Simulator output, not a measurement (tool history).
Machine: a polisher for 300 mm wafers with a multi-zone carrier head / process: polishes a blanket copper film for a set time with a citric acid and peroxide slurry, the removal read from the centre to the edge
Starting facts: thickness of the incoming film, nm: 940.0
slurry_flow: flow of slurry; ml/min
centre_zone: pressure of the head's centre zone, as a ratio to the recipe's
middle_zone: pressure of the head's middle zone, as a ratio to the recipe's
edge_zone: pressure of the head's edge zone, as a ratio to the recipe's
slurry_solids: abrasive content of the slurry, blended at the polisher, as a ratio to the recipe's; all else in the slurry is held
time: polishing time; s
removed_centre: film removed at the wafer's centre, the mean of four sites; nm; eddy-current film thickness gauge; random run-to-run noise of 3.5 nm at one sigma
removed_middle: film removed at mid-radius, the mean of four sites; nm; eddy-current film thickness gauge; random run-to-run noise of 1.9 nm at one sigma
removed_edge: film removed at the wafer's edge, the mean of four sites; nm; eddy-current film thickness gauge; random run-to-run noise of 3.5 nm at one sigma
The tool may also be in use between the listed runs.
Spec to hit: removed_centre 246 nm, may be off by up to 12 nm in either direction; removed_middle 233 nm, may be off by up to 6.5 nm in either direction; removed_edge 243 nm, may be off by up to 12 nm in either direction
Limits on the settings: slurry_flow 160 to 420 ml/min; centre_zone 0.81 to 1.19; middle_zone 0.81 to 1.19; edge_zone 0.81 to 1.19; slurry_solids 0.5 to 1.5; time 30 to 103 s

run 1 hour=0 | slurry_flow=270 centre_zone=1 middle_zone=1 edge_zone=1 slurry_solids=1 time=66 | removed_centre=199.67 removed_middle=197.23 removed_edge=203.76
run 2 hour=1.8 | slurry_flow=275 centre_zone=1.02 middle_zone=1.01 edge_zone=1.03 slurry_solids=1.05 time=66 | removed_centre=199.96 removed_middle=199.2 removed_edge=203.98
run 3 hour=8.2 | slurry_flow=275 centre_zone=1.03 middle_zone=1 edge_zone=1.03 slurry_solids=1.1 time=68 | removed_centre=213.46 removed_middle=207.32 removed_edge=214.26
run 4 hour=13.6 | slurry_flow=315 centre_zone=1.03 middle_zone=1 edge_zone=1.03 slurry_solids=1.1 time=68 | removed_centre=219.74 removed_middle=208.37 removed_edge=214.05
run 5 hour=20.5 | slurry_flow=315 centre_zone=1.03 middle_zone=1 edge_zone=1.03 slurry_solids=1.2 time=68 | removed_centre=222.82 removed_middle=210.87 removed_edge=220.05
run 6 hour=26.4 | slurry_flow=315 centre_zone=1.03 middle_zone=1 edge_zone=1.07 slurry_solids=1.2 time=68 | removed_centre=215.37 removed_middle=215.05 removed_edge=223.95
run 7 hour=31.2 | slurry_flow=315 centre_zone=1.04 middle_zone=1 edge_zone=1.08 slurry_solids=1.25 time=68 | removed_centre=220.12 removed_middle=210.52 removed_edge=220.14
run 8 hour=36.6 | slurry_flow=315 centre_zone=1.04 middle_zone=1 edge_zone=1.08 slurry_solids=1.25 time=68 | removed_centre=229.86 removed_middle=215.01 removed_edge=229.61
run 9 hour=45.5 | slurry_flow=315 centre_zone=1.04 middle_zone=1.01 edge_zone=1.09 slurry_solids=1.3 time=68 | removed_centre=229.8 removed_middle=217.89 removed_edge=221.74
run 10 hour=50.3 | slurry_flow=320 centre_zone=1.04 middle_zone=1.01 edge_zone=1.1 slurry_solids=1.3 time=69 | removed_centre=226.35 removed_middle=217.91 removed_edge=230.91

Below are 5 possible settings for the next run. Only one of them brings all results inside the allowed miss of their targets. Which is it?
run A hour=55.1 | slurry_flow=315 centre_zone=1.06 middle_zone=0.96 edge_zone=1.19 slurry_solids=1.2 time=68 | removed_centre=? removed_middle=? removed_edge=?
run B hour=55.1 | slurry_flow=345 centre_zone=1.08 middle_zone=0.88 edge_zone=1.13 slurry_solids=1.25 time=67 | removed_centre=? removed_middle=? removed_edge=?
run C hour=55.1 | slurry_flow=345 centre_zone=1.11 middle_zone=0.81 edge_zone=1.18 slurry_solids=1.05 time=73 | removed_centre=? removed_middle=? removed_edge=?
run D hour=55.1 | slurry_flow=370 centre_zone=1.06 middle_zone=1.03 edge_zone=1.1 slurry_solids=1.3 time=71 | removed_centre=? removed_middle=? removed_edge=?
run E hour=55.1 | slurry_flow=355 centre_zone=1.01 middle_zone=0.92 edge_zone=1.19 slurry_solids=1.35 time=69 | removed_centre=? removed_middle=? removed_edge=?

move=A removed_centre=225.02 removed_middle=203.26 removed_edge=238.84
move=B removed_centre=229.77 removed_middle=189.37 removed_edge=232.7
move=C removed_centre=248.69 removed_middle=186.33 removed_edge=250.92
move=D removed_centre=242.66 removed_middle=232.15 removed_edge=245.76
move=E removed_centre=225.27 removed_middle=206.04 removed_edge=250.3
A: its largest miss is bigger than the last run's
B: its largest miss is bigger than the last run's
C: its largest miss is bigger than the last run's
D: hits every target within its allowed miss
E: its largest miss is bigger than the last run's
The right move is D.

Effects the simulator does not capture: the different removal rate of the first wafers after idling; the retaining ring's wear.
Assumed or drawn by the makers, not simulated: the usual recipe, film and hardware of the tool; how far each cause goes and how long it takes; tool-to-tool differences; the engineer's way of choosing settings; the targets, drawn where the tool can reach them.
